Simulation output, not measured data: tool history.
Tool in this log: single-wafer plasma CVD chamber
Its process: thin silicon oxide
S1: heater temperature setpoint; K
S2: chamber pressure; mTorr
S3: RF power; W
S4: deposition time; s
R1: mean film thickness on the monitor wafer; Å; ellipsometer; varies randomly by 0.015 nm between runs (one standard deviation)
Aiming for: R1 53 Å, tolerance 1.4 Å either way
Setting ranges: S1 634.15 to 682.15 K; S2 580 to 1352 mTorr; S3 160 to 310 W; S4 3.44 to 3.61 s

| run | hour | S1 | S2 | S3 | S4 | R1 |
|---|---|---|---|---|---|---|
| 1 | 0 | 658.15 | 966 | 235 | 3.61 | 64.323 |
| 2 | 5.7 | 666.15 | 966 | 235 | 3.61 | 64.449 |
| 3 | 6.3 | 666.15 | 904 | 235 | 3.61 | 60.872 |
| 4 | 11.8 | 666.15 | 858 | 235 | 3.61 | 58.524 |
| 5 | 14.7 | 656.15 | 858 | 235 | 3.61 | 58.998 |
|  | 16 | RF generator calibrated |
| 6 | 16 | 656.15 | 821 | 235 | 3.61 | 58.356 |
| 7 | 19.4 | 656.15 | 783 | 235 | 3.61 | 55.899 |
| 8 | 23.8 | 656.15 | 764 | 235 | 3.61 | 54.403 |

Pick the move, out of 4, that brings all results within their allowed miss; only one does.
| A | 28.2 | 671.15 | 832 | 210 | 3.61 | ? |
| B | 28.2 | 651.15 | 806 | 265 | 3.44 | ? |
| C | 28.2 | 658.15 | 831 | 210 | 3.44 | ? |
| D | 28.2 | 659.15 | 750 | 270 | 3.56 | ? |

| move | R1 |
|---|---|
| A | 55.37 |
| B | 57.566 |
| C | 53.207 |
| D | 55.99 |
A: misses by more than the last run did
B: misses by more than the last run did
C: each result inside its tolerance
D: misses by more than the last run did
Answer: C

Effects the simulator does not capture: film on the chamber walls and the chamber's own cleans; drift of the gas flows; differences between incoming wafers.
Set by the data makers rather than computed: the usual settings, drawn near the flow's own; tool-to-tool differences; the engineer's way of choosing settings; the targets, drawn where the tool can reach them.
